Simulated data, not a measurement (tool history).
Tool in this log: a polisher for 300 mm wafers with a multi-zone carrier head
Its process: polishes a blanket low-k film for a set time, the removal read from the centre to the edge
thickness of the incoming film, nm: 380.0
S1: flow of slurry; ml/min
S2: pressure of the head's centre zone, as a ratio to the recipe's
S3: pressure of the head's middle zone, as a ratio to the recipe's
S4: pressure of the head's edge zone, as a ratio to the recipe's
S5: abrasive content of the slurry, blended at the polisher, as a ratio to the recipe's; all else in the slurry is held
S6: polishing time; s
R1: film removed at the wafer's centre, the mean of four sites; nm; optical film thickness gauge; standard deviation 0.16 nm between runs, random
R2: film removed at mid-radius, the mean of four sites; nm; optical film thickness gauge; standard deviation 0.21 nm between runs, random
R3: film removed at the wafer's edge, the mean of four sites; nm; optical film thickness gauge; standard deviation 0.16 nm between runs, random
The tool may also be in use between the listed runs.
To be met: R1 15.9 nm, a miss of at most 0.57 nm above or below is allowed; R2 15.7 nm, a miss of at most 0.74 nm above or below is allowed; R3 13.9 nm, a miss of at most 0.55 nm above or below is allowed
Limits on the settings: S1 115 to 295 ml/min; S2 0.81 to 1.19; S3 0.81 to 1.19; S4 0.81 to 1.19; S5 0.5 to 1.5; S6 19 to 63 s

Run 1, day 0: S1 190 ml/min, S2 1, S3 1, S4 1, S5 1, S6 41 s. Result: R1 11.511 nm, R2 11.272 nm, R3 11.574 nm.
Run 2, day 0.033: S1 190 ml/min, S2 1, S3 0.94, S4 1, S5 1, S6 41 s. Result: R1 11.763 nm, R2 10.375 nm, R3 11.301 nm.
Run 3, day 0.288: S1 150 ml/min, S2 1, S3 0.94, S4 1, S5 1, S6 41 s. Result: R1 10.975 nm, R2 10.045 nm, R3 11.106 nm.
Run 4, day 0.425: S1 175 ml/min, S2 1.04, S3 1, S4 1.01, S5 1.05, S6 41 s. Result: R1 12.229 nm, R2 11.103 nm, R3 11.53 nm.
Run 5, day 0.796: S1 175 ml/min, S2 1.1, S3 1, S4 1.01, S5 1.05, S6 41 s. Result: R1 13.114 nm, R2 11.162 nm, R3 11.612 nm.
Run 6, day 0.975: S1 175 ml/min, S2 1.1, S3 1, S4 0.94, S5 1.05, S6 41 s. Result: R1 12.892 nm, R2 11.348 nm, R3 11.327 nm.
Run 7, day 1.321: S1 190 ml/min, S2 1.1, S3 1.04, S4 0.96, S5 1.1, S6 41 s. Result: R1 13.289 nm, R2 12.098 nm, R3 11.711 nm.
Run 8, day 1.604: S1 200 ml/min, S2 1.11, S3 1.07, S4 0.98, S5 1.15, S6 41 s. Result: R1 13.865 nm, R2 12.803 nm, R3 12.062 nm.
Run 9, day 1.921: S1 205 ml/min, S2 1.11, S3 1.09, S4 1, S5 1.2, S6 41 s. Result: R1 14.264 nm, R2 13.282 nm, R3 12.366 nm.

5 candidate next runs follow, results not yet known. Just one meets every target within its allowed miss. Identify it.
Run A, day 2.238: S1 170 ml/min, S2 0.81, S3 1.13, S4 1, S5 1.3, S6 46 s. Result: R1 ?, R2 ?, R3 ?.
Run B, day 2.238: S1 235 ml/min, S2 0.97, S3 0.98, S4 0.93, S5 1.45, S6 40 s. Result: R1 ?, R2 ?, R3 ?.
Run C, day 2.238: S1 170 ml/min, S2 1.12, S3 1.08, S4 1.02, S5 1.05, S6 38 s. Result: R1 ?, R2 ?, R3 ?.
Run D, day 2.238: S1 260 ml/min, S2 1.15, S3 1.06, S4 0.96, S5 1.2, S6 46 s. Result: R1 ?, R2 ?, R3 ?.
Run E, day 2.238: S1 230 ml/min, S2 1.07, S3 1.15, S4 0.95, S5 1.15, S6 47 s. Result: R1 ?, R2 ?, R3 ?.

move      R1      R2      R3
   A  11.855  15.353  14.091
   B  13.582  12.926  12.822
   C  12.373  11.104  10.721
   D  17.429  14.892  13.986
   E  16.008  15.794  13.791
A: brings the last run's worst result on target, with another outside its allowed miss
B: moves away from the targets compared with the last run
C: moves away from the targets compared with the last run
D: an improvement on the last run, though not all results are within tolerance
E: all results in spec
The move that meets every target is E.
